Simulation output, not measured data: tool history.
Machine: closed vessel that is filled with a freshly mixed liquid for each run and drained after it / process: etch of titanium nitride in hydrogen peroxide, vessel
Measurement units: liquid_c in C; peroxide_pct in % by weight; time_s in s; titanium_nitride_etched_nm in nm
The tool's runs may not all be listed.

| run | day | liquid_c | peroxide_pct | time_s | titanium_nitride_etched_nm |
|---|---|---|---|---|---|
| 1 | 0.000 | 47 | 17.5 | 365 | 8.0651 |
| 2 | 0.192 | 47 | 19.5 | 365 | 8.3383 |
| 3 | 0.304 | 47 | 19.5 | 365 | 8.3048 |
| 4 | 0.412 | 46 | 19.5 | 365 | 7.7532 |
| 5 | 0.617 | 46 | 19.5 | 365 | 7.7795 |
| 6 | 0.904 | 39 | 19.5 | 365 | 4.5761 |

Run 7 is up next; what results do you expect?
| 7 | 1.171 | 40 | 19.5 | 365 | ? |

Run 7 came out at titanium_nitride_etched_nm 4.9364 nm.
